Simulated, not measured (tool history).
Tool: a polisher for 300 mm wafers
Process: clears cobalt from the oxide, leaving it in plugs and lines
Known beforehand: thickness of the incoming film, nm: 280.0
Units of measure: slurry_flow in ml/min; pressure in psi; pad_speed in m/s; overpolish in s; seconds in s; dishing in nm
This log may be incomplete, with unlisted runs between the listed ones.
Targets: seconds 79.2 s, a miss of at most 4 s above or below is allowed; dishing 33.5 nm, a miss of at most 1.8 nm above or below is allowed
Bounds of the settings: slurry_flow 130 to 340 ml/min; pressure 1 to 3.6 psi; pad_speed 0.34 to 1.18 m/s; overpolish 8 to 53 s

run  hour  slurry_flow  pressure  pad_speed  overpolish  seconds  dishing
  1     0          220       2.3       0.76          27    65.94   47.578
  2   2.1          220       2.3       0.76          33   64.899   52.016
  3     4          220       2.2       0.76          25   68.341   45.965
  4   5.7          220       2.2        0.6          25   81.294   43.823
  5  10.2          215       2.2       0.62          19   78.991   38.525
  6  11.5          215       2.2       0.72          19   69.733   41.914
  7  18.7          205       2.2       0.68          15   74.083   34.354
  8    27          200       2.2       0.68          15   76.055   34.541
  9  28.8          200       2.2       0.68          15   75.121   34.683
 10  36.6          195       2.2       0.68          15   74.729   34.233
 11  43.2          190       2.2       0.68          15    72.89    35.13

Which of these 5 next moves meets every target?
  A  49.8          300       2.3       0.48          16        ?        ?
  B  49.8          205       1.8       0.74          20        ?        ?
  C  49.8          170         2        0.7          18        ?        ?
  D  49.8          180       2.3       0.58          15        ?        ?
  E  49.8          155       1.9       0.78          20        ?        ?

move  seconds  dishing
   A   84.285   33.081
   B   79.463   38.912
   C   77.452   37.246
   D   78.156   33.273
   E    75.41   39.952
A: takes the biggest miss from the last run beyond its target
B: gets the furthest-off result to its target, but another result is out of tolerance
C: gets the furthest-off result to its target, but another result is out of tolerance
D: meets every target
E: gets the furthest-off result to its target, but another result is out of tolerance
Correct choice: D, which meets every target
